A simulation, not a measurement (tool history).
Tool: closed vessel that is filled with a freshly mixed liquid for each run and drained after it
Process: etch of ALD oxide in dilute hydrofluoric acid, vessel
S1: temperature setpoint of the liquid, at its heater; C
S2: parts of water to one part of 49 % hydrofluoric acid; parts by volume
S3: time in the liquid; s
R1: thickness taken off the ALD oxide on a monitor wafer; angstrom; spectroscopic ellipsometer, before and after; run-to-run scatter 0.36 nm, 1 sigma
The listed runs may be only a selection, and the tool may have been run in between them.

Run 1, hour 0: S1 26 C, S2 195 parts by volume, S3 1715 s. Result: R1 827.12 angstrom.
Run 2, hour 7.5: S1 26 C, S2 195 parts by volume, S3 1840 s. Result: R1 890.47 angstrom.
Run 3, hour 12.9: S1 26 C, S2 195 parts by volume, S3 1715 s. Result: R1 821.73 angstrom.
Run 4, hour 18: S1 24.5 C, S2 195 parts by volume, S3 1715 s. Result: R1 790.44 angstrom.
Run 5, hour 26: S1 22.5 C, S2 220 parts by volume, S3 1715 s. Result: R1 620.78 angstrom.
Run 6, hour 31: S1 19 C, S2 220 parts by volume, S3 1715 s. Result: R1 557.06 angstrom.
Run 7, hour 35: S1 18.5 C, S2 230 parts by volume, S3 1715 s. Result: R1 513.79 angstrom.

Run 8, settings as shown, results not yet in. Your forecast:
Run 8, hour 40.1: S1 18.5 C, S2 235 parts by volume, S3 1715 s. Result: R1 ?.

Run 8 came out at R1 498.82 angstrom.

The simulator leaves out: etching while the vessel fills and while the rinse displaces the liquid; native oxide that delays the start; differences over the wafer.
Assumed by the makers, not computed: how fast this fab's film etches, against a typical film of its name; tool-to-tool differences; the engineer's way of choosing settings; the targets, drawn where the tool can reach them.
